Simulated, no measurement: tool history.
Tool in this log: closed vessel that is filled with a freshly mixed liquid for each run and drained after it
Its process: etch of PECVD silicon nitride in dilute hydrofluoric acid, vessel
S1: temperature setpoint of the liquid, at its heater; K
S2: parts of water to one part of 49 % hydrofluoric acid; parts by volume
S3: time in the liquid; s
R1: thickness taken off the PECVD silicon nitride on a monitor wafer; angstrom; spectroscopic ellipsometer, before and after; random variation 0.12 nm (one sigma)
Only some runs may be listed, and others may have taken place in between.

run  hour      S1   S2    S3      R1
  1   0.0  295.15  205  1270  201.63
  2   8.6  295.15  260  1270  160.71
  3  14.9  295.15  260  1360  171.55
  4  22.6  295.15  260  1270  159.01
     30.9  -- hydrofluoric acid flow meter replaced
  5  30.9  294.15  260  1270  162.97
  6  38.2  294.15  275  1270  154.54

Run 7 is up next; what results do you expect?
  7  44.7  294.15  290  1270   ?

{"run 7": {"R1": 147.2}}
